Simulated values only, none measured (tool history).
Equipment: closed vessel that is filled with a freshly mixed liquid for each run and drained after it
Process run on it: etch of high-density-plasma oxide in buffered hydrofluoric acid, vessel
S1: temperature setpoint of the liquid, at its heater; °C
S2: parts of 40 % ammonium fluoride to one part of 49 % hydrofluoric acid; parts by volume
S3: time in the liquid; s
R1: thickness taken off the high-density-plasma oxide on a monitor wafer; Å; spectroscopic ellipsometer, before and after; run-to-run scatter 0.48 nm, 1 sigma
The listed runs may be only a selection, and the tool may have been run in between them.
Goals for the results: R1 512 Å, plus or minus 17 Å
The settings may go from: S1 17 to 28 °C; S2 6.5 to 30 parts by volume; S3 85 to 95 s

run 1 hour=0 | S1=20 S2=19.5 S3=85 | R1=641.29
run 2 hour=7.7 | S1=19 S2=20 S3=85 | R1=599.41
run 3 hour=12 | S1=19 S2=20 S3=95 | R1=664.41
run 4 hour=16.6 | S1=18.5 S2=21 S3=95 | R1=628.23
run 5 hour=25 | S1=18.5 S2=17.5 S3=95 | R1=748.48
run 6 hour=32.5 | S1=18 S2=19.5 S3=95 | R1=648.62
run 7 hour=38 | S1=17.5 S2=20.5 S3=95 | R1=606.9
run 8 hour=45 | S1=17.5 S2=21.5 S3=95 | R1=579.56
run 9 hour=51.7 | S1=17.5 S2=22 S3=95 | R1=569.92
run 10 hour=55.4 | S1=17.5 S2=22 S3=95 | R1=576.71
run 11 hour=59.8 | S1=17.5 S2=22.5 S3=95 | R1=562.79
run 12 hour=64.7 | S1=17.5 S2=23 S3=95 | R1=557.7
run 13 hour=69.7 | S1=17.5 S2=23.5 S3=95 | R1=556.28
run 14 hour=70.9 | S1=17.5 S2=24 S3=95 | R1=540.3

Next run, 5 choices. One meets every target within its allowed miss, the rest don't. Which?
run A hour=72.1 | S1=17.5 S2=25.5 S3=95 | R1=?
run B hour=72.1 | S1=18 S2=23 S3=95 | R1=?
run C hour=72.1 | S1=17 S2=20.5 S3=90 | R1=?
run D hour=72.1 | S1=18.5 S2=26 S3=95 | R1=?
run E hour=72.1 | S1=21.5 S2=25.5 S3=85 | R1=?

move=A R1=518.71
move=B R1=573.23
move=C R1=555.37
move=D R1=541.8
move=E R1=581.7
A: all results land within tolerance of their targets
B: misses by more than the last run did
C: misses by more than the last run did
D: misses by more than the last run did
E: misses by more than the last run did
The right move is A.
